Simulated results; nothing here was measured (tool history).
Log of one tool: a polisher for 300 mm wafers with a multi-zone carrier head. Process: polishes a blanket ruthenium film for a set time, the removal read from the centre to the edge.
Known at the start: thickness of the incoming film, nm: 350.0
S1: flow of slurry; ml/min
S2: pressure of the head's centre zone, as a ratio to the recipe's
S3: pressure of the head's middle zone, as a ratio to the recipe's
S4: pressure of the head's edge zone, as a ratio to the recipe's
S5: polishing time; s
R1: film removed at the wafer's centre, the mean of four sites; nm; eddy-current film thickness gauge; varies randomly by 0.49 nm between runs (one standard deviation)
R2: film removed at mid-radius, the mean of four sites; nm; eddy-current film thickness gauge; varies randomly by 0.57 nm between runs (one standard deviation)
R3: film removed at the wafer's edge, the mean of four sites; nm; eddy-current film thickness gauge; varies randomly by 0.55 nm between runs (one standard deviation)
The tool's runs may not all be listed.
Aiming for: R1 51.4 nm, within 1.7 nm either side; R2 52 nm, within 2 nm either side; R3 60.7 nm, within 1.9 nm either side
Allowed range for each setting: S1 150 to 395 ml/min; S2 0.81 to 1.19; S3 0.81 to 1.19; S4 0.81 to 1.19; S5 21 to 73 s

run  hour   S1    S2    S3    S4  S5      R1      R2      R3
  1     0  250     1     1     1  47   51.36  48.843  49.254
  2   5.6  250  1.04     1     1  47  53.184  49.274  47.974
  3     9  255  1.02     1  1.03  48   53.37  50.818  51.129
  4  11.8  255  1.02     1  1.03  40  44.946  42.084  42.329
  5  16.2  260  1.01  0.99  1.06  42  46.541  44.297   45.32
  6  22.1  260  1.05  0.99  1.06  42  48.224  44.335  44.748
  7  27.4  260  1.05  0.99  1.06  42  48.304  43.838  45.394
  8  35.7  265  1.03  0.98  1.08  43  48.479  44.726  47.418
  9  41.9  275  1.02  0.98   1.1  44  49.196  45.979  48.828
 10  50.1  275     1  0.98  1.11  45  49.659  47.625  49.847
 11  54.9  275  0.98  0.97  1.12  46  49.561  46.121   51.34
 12  58.3  280  0.96  0.97  1.13  47  49.606  48.015  52.667
 13  62.7  285  0.95  0.97  1.14  48  50.907  50.004  53.679
 14  68.1  280  0.93  0.96  1.15  49  50.786  50.035  55.287

Which of these 5 next moves meets every target?
  A  73.5  295  0.88   0.9  1.16  53   ?   ?   ?
  B  73.5  225  0.89  0.84  1.18  54   ?   ?   ?
  C  73.5  380  0.96  0.99  1.01  46   ?   ?   ?
  D  73.5  275  0.93  0.97  1.16  50   ?   ?   ?
  E  73.5  340  0.89     1  1.17  48   ?   ?   ?

move      R1      R2      R3
   A  52.127  51.318  60.966
   B  52.119  48.086  61.472
   C  50.556  49.224  50.077
   D   51.65  51.194  57.182
   E  48.423   51.37  55.895
A: every result within its allowed miss
B: gets the furthest-off result to its target, but another result is out of tolerance
C: misses by more than the last run did
D: nearer than the last run, and not there yet
E: nearer than the last run, and not there yet
Move A is the one to make.
